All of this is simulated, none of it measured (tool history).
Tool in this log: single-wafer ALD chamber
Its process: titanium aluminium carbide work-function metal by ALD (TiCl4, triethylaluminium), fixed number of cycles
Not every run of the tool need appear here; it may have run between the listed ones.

run,hour,heater temperature setpoint (K),triethylaluminium pulse time (s),mean film thickness on the monitor wafer (Å)
1,0,563.15,10.22,19.756
2,0.6,560.15,10.01,19.545
3,1.6,564.15,10.01,19.856
4,3.1,564.15,12.13,20.229
5,6.6,560.15,11.66,19.865
6,13.9,556.15,11.66,19.497
7,20.9,553.15,11.33,19.195
8,26.9,551.15,11.07,19.04

Estimate the outcome of run 9 from the log above:
9,32.4,549.15,10.78,?

Run 9 gave mean film thickness on the monitor wafer (Å) 18.815.
